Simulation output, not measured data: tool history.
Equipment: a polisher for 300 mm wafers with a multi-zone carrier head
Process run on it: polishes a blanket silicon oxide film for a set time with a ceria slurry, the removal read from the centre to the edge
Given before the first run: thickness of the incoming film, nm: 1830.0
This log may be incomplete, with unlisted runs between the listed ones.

run    day  flow of slurry (ml/min)  pressure of the head's centre zone  pressure of the head's middle zone  pressure of the head's edge zone  polishing time (s)  film removed at the wafer's centre (nm)  film removed at mid-radius (nm)  film removed at the wafer's edge (nm)
  1  0.000                      175                                1.00                                1.00                              1.00                  63                                   155.68                           160.20                                 157.35
  2  0.025                      170                                0.98                                0.99                              0.98                  60                                   142.46                           149.87                                 151.19
  3  0.071                      170                                0.98                                0.99                              0.98                  74                                   182.37                           186.12                                 183.43
  4  0.183                      170                                0.98                                0.99                              0.96                  69                                   166.00                           174.16                                 171.39
  5  0.225                      170                                1.02                                0.99                              0.96                  69                                   174.45                           171.98                                 170.88
  6  0.571                      170                                1.02                                0.99                              0.95                  64                                   157.65                           160.77                                 157.51
  7  0.912                      170                                1.02                                0.99                              0.95                  64                                   161.25                           159.12                                 153.17
  8  1.175                      165                                1.01                                0.98                              0.94                  60                                   149.89                           148.04                                 146.95
  9  1.529                      165                                1.00                                0.98                              0.93                  56                                   138.20                           139.38                                 135.14
 10  1.633                      165                                0.98                                0.97                              0.92                  54                                   128.57                           131.63                                 130.19
     1.838  -- slurry nozzle cleaned
 11  1.838                      165                                0.97                                0.97                              0.91                  52                                   133.54                           137.54                                 131.55
 12  1.917                      165                                0.97                                0.97                              0.92                  49                                   128.76                           128.80                                 125.82
 13  2.088                      160                                0.95                                0.97                              0.92                  46                                   116.36                           120.49                                 116.79
 14  2.246                      155                                0.94                                0.97                              0.92                  45                                   111.82                           118.02                                 113.67
 15  2.596                      150                                0.93                                0.96                              0.92                  44                                   107.70                           113.80                                 112.51

Forecast run 16:
 16  2.950                      145                                0.92                                0.96                              0.91                  43                                        ?                                ?                                      ?

film removed at the wafer's centre (nm): 100.41
film removed at mid-radius (nm): 110.54
film removed at the wafer's edge (nm): 111.71
